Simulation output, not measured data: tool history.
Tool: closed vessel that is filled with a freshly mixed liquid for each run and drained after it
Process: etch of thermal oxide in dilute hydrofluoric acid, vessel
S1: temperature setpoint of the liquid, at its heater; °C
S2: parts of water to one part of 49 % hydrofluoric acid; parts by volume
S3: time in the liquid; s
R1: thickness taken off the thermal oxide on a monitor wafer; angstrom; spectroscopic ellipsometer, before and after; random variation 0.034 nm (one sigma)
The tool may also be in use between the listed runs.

run,day,S1,S2,S3,R1
1,0,25,80,30,18.748
2,0.117,26.5,75,30,21.339
3,0.304,26.5,75,30,21.364
4,0.388,26.5,100,30,15.455
5,0.767,29.5,100,30,17.501
6,0.908,30,90,30,19.91
7,1.117,30.5,80,30,23.232
8,1.383,31,75,30,25.213

Forecast run 9:
9,1.562,31.5,70,30,?

R1: 27.945 angstrom
